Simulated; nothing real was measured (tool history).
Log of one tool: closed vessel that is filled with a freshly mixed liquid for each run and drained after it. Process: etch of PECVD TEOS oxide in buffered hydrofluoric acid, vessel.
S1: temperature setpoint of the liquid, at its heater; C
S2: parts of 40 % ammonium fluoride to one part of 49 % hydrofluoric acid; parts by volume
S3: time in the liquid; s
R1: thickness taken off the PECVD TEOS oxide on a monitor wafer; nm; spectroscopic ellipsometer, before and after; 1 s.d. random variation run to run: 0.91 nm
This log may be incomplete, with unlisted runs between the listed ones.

run	day	S1	S2	S3	R1
1	0.000	25.0	12.0	100	175.82
2	0.138	25.0	15.0	100	141.75
3	0.454	25.0	11.5	100	182.79
4	0.688	26.0	11.5	100	192.68
5	1.021	26.0	11.5	100	193.07
6	1.321	26.5	11.5	100	198.05
7	1.500	27.0	11.5	100	204.11
8	1.717	27.5	11.5	100	209.16
9	1.817	28.0	11.5	100	214.73
10	1.938	28.5	11.5	100	219.96

Run 11 is up next; what results do you expect?
11	2.117	29.5	11.5	100	?

R1: 232.97 nm
